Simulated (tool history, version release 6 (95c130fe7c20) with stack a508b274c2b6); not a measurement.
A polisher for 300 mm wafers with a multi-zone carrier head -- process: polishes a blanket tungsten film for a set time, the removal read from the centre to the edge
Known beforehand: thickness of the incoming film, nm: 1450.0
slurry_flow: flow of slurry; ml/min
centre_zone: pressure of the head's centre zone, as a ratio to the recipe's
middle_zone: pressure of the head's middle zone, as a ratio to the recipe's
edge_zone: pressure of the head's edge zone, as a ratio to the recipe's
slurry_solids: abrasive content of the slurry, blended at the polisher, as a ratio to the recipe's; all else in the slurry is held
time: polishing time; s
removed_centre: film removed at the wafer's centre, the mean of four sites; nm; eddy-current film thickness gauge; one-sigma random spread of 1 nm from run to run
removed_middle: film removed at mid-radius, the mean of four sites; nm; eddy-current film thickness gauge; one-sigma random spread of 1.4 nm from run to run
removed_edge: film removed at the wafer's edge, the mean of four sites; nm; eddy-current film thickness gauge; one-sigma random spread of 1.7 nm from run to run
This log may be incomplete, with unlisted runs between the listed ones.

run 1 hour=0 | slurry_flow=155 centre_zone=1 middle_zone=1 edge_zone=1 slurry_solids=1 time=46 | removed_centre=175.94 removed_middle=180.98 removed_edge=173.04
run 2 hour=8.1 | slurry_flow=155 centre_zone=1 middle_zone=1.05 edge_zone=1 slurry_solids=1 time=46 | removed_centre=180.11 removed_middle=189.53 removed_edge=173.9
run 3 hour=15.1 | slurry_flow=155 centre_zone=1 middle_zone=1.05 edge_zone=1 slurry_solids=0.9 time=46 | removed_centre=167.73 removed_middle=180.65 removed_edge=169.74
run 4 hour=23.7 | slurry_flow=150 centre_zone=1 middle_zone=1.02 edge_zone=0.98 slurry_solids=0.8 time=44 | removed_centre=157.95 removed_middle=162.34 removed_edge=159.87
run 5 hour=29.8 | slurry_flow=130 centre_zone=1 middle_zone=1.02 edge_zone=0.98 slurry_solids=0.8 time=44 | removed_centre=150.26 removed_middle=157.71 removed_edge=155.53
run 6 hour=33.7 | slurry_flow=130 centre_zone=1 middle_zone=0.96 edge_zone=0.98 slurry_solids=0.8 time=44 | removed_centre=151.34 removed_middle=151.19 removed_edge=157.21

Predict the results of run 7:
run 7 hour=34.8 | slurry_flow=130 centre_zone=0.99 middle_zone=0.96 edge_zone=0.97 slurry_solids=0.75 time=42 | removed_centre=? removed_middle=? removed_edge=?

{"run 7": {"removed_centre": 141.44, "removed_middle": 141.09, "removed_edge": 143.03}}
